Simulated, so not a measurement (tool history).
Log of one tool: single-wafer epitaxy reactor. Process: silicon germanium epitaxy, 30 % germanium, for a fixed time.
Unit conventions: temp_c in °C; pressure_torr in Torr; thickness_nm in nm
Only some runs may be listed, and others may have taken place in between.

| run | day | temp_c | pressure_torr | thickness_nm |
|---|---|---|---|---|
| 1 | 0 | 580 | 24 | 44.232 |
| 2 | 0.188 | 591 | 24 | 56.43 |
| 3 | 0.529 | 586 | 23.9 | 50.427 |
| 4 | 0.696 | 581 | 23.9 | 45.101 |
| 5 | 1 | 581 | 21.4 | 43.493 |
| 6 | 1.096 | 580 | 21.4 | 42.706 |
| 7 | 1.229 | 579 | 21.4 | 41.748 |

Run 8 has not been measured yet. What should we expect?
| 8 | 1.542 | 578 | 21.4 | ? |

thickness_nm: 41.053 nm
